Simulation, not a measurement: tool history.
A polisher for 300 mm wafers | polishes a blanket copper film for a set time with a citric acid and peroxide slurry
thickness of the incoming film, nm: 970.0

run,day,flow of slurry (ml/min),pressure of the wafer on the pad (psi),speed of the pad under the wafer (cm/s),abrasive content of the slurry,polishing time (s),film removed (angstrom)
1,0,185,3.5,80,1,30,671.52
2,0.271,185,4,82,1,30,761.21
3,0.375,185,4,82,1.15,30,793.32
4,0.433,205,4,82,1.15,30,813.3
5,0.717,210,4.3,82,1.15,30,855.63
6,1.067,210,4.9,82,1.15,30,970.95
7,1.362,210,5,84,1.15,30,986.65

The next listed run, before its measurement:
8,1.621,210,5.1,86,1.15,30,?

{"run 8": {"film removed (angstrom)": 1051.8}}
